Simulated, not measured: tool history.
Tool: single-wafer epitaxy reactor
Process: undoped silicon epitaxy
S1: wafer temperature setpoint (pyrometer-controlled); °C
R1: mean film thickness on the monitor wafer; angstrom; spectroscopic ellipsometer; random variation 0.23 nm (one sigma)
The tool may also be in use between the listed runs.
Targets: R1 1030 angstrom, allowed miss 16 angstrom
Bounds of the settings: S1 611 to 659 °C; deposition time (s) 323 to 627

{"run": 1, "day": 0.0, "S1": 635, "deposition time (s)": 475, "R1": 605.43}
{"run": 2, "day": 0.379, "S1": 639, "deposition time (s)": 475, "R1": 652.26}
{"run": 3, "day": 0.729, "S1": 643, "deposition time (s)": 475, "R1": 707.83}
{"run": 4, "day": 0.875, "S1": 650, "deposition time (s)": 475, "R1": 811.73}
{"run": 5, "day": 1.025, "S1": 651, "deposition time (s)": 480, "R1": 835.5}
{"run": 6, "day": 1.271, "S1": 651, "deposition time (s)": 452, "R1": 782.8}
{"run": 7, "day": 1.383, "S1": 652, "deposition time (s)": 460, "R1": 817.46}
{"run": 8, "day": 1.683, "S1": 653, "deposition time (s)": 467, "R1": 843.53}
{"run": 9, "day": 1.879, "S1": 654, "deposition time (s)": 473, "R1": 872.36}
{"run": 10, "day": 2.0, "S1": 655, "deposition time (s)": 478, "R1": 894.09}
{"run": 11, "day": 2.379, "S1": 656, "deposition time (s)": 483, "R1": 921.66}

Which of these 5 next moves meets every target?
{"run": "A", "day": 2.758, "S1": 654, "deposition time (s)": 540, "R1": "?"}
{"run": "B", "day": 2.758, "S1": 659, "deposition time (s)": 485, "R1": "?"}
{"run": "C", "day": 2.758, "S1": 652, "deposition time (s)": 577, "R1": "?"}
{"run": "D", "day": 2.758, "S1": 658, "deposition time (s)": 499, "R1": "?"}
{"run": "E", "day": 2.758, "S1": 659, "deposition time (s)": 496, "R1": "?"}

move=A R1=996.52
move=B R1=984.27
move=C R1=1024.8
move=D R1=993.69
move=E R1=1006.6
A: nearer than the last run, and not there yet
B: nearer than the last run, and not there yet
C: meets every target
D: nearer than the last run, and not there yet
E: nearer than the last run, and not there yet
Answer: C
